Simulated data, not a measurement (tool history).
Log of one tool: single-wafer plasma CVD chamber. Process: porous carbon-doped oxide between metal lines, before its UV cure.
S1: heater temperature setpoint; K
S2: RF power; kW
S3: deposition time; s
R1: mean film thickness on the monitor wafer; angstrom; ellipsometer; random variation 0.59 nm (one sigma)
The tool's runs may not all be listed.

Run 1, day 0: S1 553.15 K, S2 0.57 kW, S3 25.5 s. Result: R1 1676.3 angstrom.
Run 2, day 0.117: S1 557.15 K, S2 0.565 kW, S3 25.5 s. Result: R1 1625.3 angstrom.
Run 3, day 0.417: S1 557.15 K, S2 0.565 kW, S3 26.3 s. Result: R1 1668.3 angstrom.
Run 4, day 0.462: S1 560.15 K, S2 0.565 kW, S3 26.3 s. Result: R1 1652.1 angstrom.
Run 5, day 0.688: S1 560.15 K, S2 0.645 kW, S3 26.3 s. Result: R1 1757.7 angstrom.
Run 6, day 1.05: S1 549.15 K, S2 0.645 kW, S3 26.3 s. Result: R1 1874.7 angstrom.
Run 7, day 1.283: S1 555.15 K, S2 0.625 kW, S3 26.2 s. Result: R1 1777.9 angstrom.

Forecast run 8:
Run 8, day 1.392: S1 559.15 K, S2 0.61 kW, S3 26.2 s. Result: R1 ?.

Run 8 gave R1 1712.7 angstrom.

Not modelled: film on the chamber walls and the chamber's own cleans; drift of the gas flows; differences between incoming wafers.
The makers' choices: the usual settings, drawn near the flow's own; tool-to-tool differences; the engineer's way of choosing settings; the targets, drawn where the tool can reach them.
